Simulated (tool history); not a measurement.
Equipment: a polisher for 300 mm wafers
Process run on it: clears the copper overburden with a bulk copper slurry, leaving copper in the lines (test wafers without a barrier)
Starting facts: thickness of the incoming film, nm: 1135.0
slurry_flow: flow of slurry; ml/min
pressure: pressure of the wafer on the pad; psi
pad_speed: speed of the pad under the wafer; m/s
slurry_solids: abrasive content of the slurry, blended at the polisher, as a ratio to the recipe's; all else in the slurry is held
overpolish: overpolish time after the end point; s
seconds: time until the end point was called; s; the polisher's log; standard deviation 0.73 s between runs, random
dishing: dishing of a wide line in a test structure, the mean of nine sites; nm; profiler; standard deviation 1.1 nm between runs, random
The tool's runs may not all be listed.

run,hour,slurry_flow,pressure,pad_speed,slurry_solids,overpolish,seconds,dishing
1,0.0,145,1.8,1.36,1.00,29,136.240,75.742
2,8.8,145,1.8,1.36,1.00,38,134.090,81.675
3,16.5,145,1.5,1.36,1.00,38,149.770,75.066
4,23.9,150,1.7,1.46,1.00,30,131.810,76.000
5,29.7,150,1.9,1.56,1.05,25,113.750,77.038
6,37.9,155,2.1,1.60,1.05,21,101.440,79.036
7,46.4,160,2.2,1.62,1.05,18,97.902,76.329

Run 8 comes next. What will it give?
8,51.2,165,2.7,1.64,1.05,15,?,?

seconds: 83.695 s
dishing: 78.683 nm
